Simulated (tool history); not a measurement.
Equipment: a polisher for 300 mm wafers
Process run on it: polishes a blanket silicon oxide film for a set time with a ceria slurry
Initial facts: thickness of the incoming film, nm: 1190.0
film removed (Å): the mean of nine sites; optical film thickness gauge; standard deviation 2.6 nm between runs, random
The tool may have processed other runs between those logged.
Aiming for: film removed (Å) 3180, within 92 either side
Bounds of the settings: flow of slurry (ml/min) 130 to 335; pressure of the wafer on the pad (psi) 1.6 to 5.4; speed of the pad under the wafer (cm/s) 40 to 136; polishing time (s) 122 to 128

run,hour,flow of slurry (ml/min),pressure of the wafer on the pad (psi),speed of the pad under the wafer (cm/s),polishing time (s),film removed (Å)
1,0,215,3.5,88,122,5467.1
2,8.9,215,3.5,106,122,6265.2
3,11.4,215,3.5,106,128,6603.6
4,15.1,210,3.1,102,128,5762.7
5,24.1,210,3.1,120,128,6479.2
6,31.7,205,2.8,114,128,5503.3
7,37.1,200,2.6,112,128,5111.3
8,44.8,195,1.6,92,127,2735.3
9,45.6,230,2.1,92,127,3633.9
10,47,220,2.1,92,127,3601.6

Which one of the following 5 next-run settings gets every result inside its allowed miss? There is exactly one.
A,48.4,260,1.7,96,128,?
B,48.4,235,1.7,92,122,?
C,48.4,245,1.8,100,128,?
D,48.4,225,1.8,86,124,?
E,48.4,185,1.8,90,126,?

move,film removed (Å)
A,3133.1
B,2862.8
C,3382.1
D,2912.6
E,2969.1
A: each result inside its tolerance
B: pushes the last run's worst result past its target
C: better than the last run, though not everything is in spec
D: pushes the last run's worst result past its target
E: pushes the last run's worst result past its target
Answer: A
